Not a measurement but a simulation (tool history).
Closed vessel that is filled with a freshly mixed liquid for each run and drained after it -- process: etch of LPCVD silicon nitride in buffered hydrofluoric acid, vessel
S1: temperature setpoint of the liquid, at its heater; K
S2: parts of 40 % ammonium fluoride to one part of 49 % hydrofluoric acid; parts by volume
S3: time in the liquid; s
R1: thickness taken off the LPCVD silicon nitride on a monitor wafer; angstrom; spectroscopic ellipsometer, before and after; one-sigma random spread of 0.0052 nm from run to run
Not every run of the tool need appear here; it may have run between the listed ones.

run	hour	S1	S2	S3	R1
1	0.0	297.15	18.0	285	21.718
2	4.0	296.15	18.5	285	19.982
3	4.7	296.15	14.0	285	26.393
4	12.1	295.15	15.0	285	23.230
5	15.2	294.65	15.5	285	22.074
6	22.2	294.65	15.5	200	15.339

The next listed run, before its measurement:
7	25.4	294.15	15.5	200	?

R1: 14.893 angstrom
